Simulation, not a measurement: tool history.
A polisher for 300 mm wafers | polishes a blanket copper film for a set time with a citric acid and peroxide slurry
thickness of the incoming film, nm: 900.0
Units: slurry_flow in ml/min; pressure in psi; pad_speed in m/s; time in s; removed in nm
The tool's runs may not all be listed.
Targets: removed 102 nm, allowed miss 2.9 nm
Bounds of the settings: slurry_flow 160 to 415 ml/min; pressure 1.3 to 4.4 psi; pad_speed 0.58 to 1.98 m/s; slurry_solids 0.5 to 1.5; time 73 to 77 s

run  hour  slurry_flow  pressure  pad_speed  slurry_solids  time  removed
  1     0          265       2.8       1.28              1    73   201.62
  2   6.4          260       2.4       1.22              1    73   170.97
  3   8.8          260       2.1       1.16              1    73    143.7
  4  12.5          260       2.1       1.16              1    73   145.72
  5  15.1          225       2.1       1.16              1    73   140.52
  6  21.1          225       2.1       0.86              1    73   120.95
  7  24.1          220       1.5       0.84              1    73   86.303
  8  32.4          275       1.8       0.84              1    73   106.07
     35.3  -- slurry nozzle cleaned
  9  35.3          265       1.8       0.84              1    73   108.46
 10  43.4          255       1.8       0.84              1    73   110.64
 11  47.1          240       1.8       0.84              1    73   108.32

Which of these 5 next moves meets every target?
  A  50.8          220       1.7          1           0.75    73        ?
  B  50.8          360       1.5          1           0.85    73        ?
  C  50.8          185       2.2       0.72            0.8    73        ?
  D  50.8          255       1.6        0.8            0.9    73        ?
  E  50.8          255       1.9       0.86           0.95    73        ?

move  removed
   A   107.73
   B   102.77
   C   115.47
   D   95.512
   E    117.6
A: nearer than the last run, and not there yet
B: meets every target
C: further off than the last run
D: takes the result that was furthest off past its target
E: further off than the last run
Answer: B
